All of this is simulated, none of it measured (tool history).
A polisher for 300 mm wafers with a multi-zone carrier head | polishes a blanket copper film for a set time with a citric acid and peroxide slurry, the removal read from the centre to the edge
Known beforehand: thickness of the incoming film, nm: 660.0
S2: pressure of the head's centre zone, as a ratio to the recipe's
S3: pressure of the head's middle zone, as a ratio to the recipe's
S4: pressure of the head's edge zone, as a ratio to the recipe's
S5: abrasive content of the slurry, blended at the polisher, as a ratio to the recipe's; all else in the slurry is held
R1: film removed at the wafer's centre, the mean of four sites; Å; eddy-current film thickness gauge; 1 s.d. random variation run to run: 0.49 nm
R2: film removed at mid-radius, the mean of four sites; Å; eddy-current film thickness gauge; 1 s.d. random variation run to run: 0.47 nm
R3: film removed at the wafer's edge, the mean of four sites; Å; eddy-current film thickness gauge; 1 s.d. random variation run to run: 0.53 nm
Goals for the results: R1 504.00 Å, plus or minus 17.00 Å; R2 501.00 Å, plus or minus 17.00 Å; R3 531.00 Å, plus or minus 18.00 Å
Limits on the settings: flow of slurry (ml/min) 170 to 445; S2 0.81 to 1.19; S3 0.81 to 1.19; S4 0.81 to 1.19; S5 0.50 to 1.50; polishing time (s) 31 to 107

Run 1, hour 0.0: flow of slurry (ml/min) 285, S2 1.00, S3 1.00, S4 1.00, S5 1.00, polishing time (s) 69. Result: R1 856.69 Å, R2 836.15 Å, R3 859.55 Å.
Run 2, hour 5.3: flow of slurry (ml/min) 280, S2 0.97, S3 0.97, S4 0.96, S5 0.85, polishing time (s) 62. Result: R1 718.03 Å, R2 708.47 Å, R3 730.83 Å.
Run 3, hour 6.9: flow of slurry (ml/min) 275, S2 0.95, S3 0.94, S4 0.93, S5 0.75, polishing time (s) 58. Result: R1 642.30 Å, R2 638.18 Å, R3 646.60 Å.
Run 4, hour 14.6: flow of slurry (ml/min) 265, S2 0.93, S3 0.90, S4 0.92, S5 0.65, polishing time (s) 56. Result: R1 585.83 Å, R2 573.32 Å, R3 618.25 Å.
Run 5, hour 17.9: flow of slurry (ml/min) 265, S2 0.93, S3 0.90, S4 0.92, S5 0.85, polishing time (s) 56. Result: R1 619.82 Å, R2 597.67 Å, R3 644.76 Å.
Run 6, hour 23.6: flow of slurry (ml/min) 265, S2 0.87, S3 0.90, S4 0.92, S5 0.85, polishing time (s) 56. Result: R1 594.88 Å, R2 608.41 Å, R3 641.01 Å.
Run 7, hour 29.8: flow of slurry (ml/min) 265, S2 0.87, S3 0.88, S4 0.89, S5 0.75, polishing time (s) 55. Result: R1 564.62 Å, R2 573.06 Å, R3 605.86 Å.
Run 8, hour 37.7: flow of slurry (ml/min) 255, S2 0.87, S3 0.83, S4 0.81, S5 0.50, polishing time (s) 52. Result: R1 488.78 Å, R2 473.00 Å, R3 516.21 Å.
At hour 40.5: worn pad replaced by a new one.
Run 9, hour 40.5: flow of slurry (ml/min) 265, S2 0.87, S3 0.84, S4 0.82, S5 0.50, polishing time (s) 52. Result: R1 540.39 Å, R2 527.03 Å, R3 556.55 Å.
Run 10, hour 46.9: flow of slurry (ml/min) 255, S2 0.87, S3 0.84, S4 0.82, S5 0.50, polishing time (s) 52. Result: R1 550.27 Å, R2 522.71 Å, R3 561.98 Å.
Run 11, hour 53.7: flow of slurry (ml/min) 260, S2 0.83, S3 0.85, S4 0.81, S5 0.50, polishing time (s) 48. Result: R1 472.17 Å, R2 491.29 Å, R3 513.21 Å.

Which of these 5 next moves meets every target?
Run A, hour 60.5: flow of slurry (ml/min) 245, S2 0.82, S3 0.94, S4 0.85, S5 0.55, polishing time (s) 43. Result: R1 ?, R2 ?, R3 ?.
Run B, hour 60.5: flow of slurry (ml/min) 255, S2 0.82, S3 0.94, S4 0.81, S5 0.65, polishing time (s) 43. Result: R1 ?, R2 ?, R3 ?.
Run C, hour 60.5: flow of slurry (ml/min) 255, S2 0.85, S3 0.85, S4 0.82, S5 0.70, polishing time (s) 46. Result: R1 ?, R2 ?, R3 ?.
Run D, hour 60.5: flow of slurry (ml/min) 275, S2 0.86, S3 0.87, S4 0.81, S5 0.55, polishing time (s) 46. Result: R1 ?, R2 ?, R3 ?.
Run E, hour 60.5: flow of slurry (ml/min) 285, S2 0.96, S3 0.88, S4 0.81, S5 0.50, polishing time (s) 45. Result: R1 ?, R2 ?, R3 ?.

move      R1      R2      R3
   A  427.33  475.66  477.65
   B  442.46  492.31  483.48
   C  493.99  491.18  527.85
   D  481.12  482.47  504.94
   E  509.17  469.83  486.86
A: moves away from the targets compared with the last run
B: moves away from the targets compared with the last run
C: all results land within tolerance of their targets
D: closes in on the targets versus the last run, not all within tolerance yet
E: the worst result of the last run now meets its target, but another is out of spec
C is the move that brings every result within its allowed miss.
